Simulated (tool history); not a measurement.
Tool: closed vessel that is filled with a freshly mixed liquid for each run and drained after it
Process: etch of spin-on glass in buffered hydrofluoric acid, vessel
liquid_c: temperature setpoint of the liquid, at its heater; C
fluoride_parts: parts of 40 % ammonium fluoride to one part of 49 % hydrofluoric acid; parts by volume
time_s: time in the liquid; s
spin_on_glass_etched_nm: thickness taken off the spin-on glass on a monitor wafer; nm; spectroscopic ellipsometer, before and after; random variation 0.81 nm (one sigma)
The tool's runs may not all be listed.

run	hour	liquid_c	fluoride_parts	time_s	spin_on_glass_etched_nm
1	0	22	13.5	90	211.76
2	6.3	25.5	13.5	90	253.63
3	13.3	23	14.5	90	209.37
4	17.9	21.5	15	90	185.61
5	24.8	25	15	90	224.44
6	27.3	25	15	90	226.14
7	29.4	23	15.5	90	196.76
8	33.5	19	16.5	90	148.24

The next listed run, before its measurement:
9	38.2	18.5	16.5	90	?

spin_on_glass_etched_nm: 145.31 nm

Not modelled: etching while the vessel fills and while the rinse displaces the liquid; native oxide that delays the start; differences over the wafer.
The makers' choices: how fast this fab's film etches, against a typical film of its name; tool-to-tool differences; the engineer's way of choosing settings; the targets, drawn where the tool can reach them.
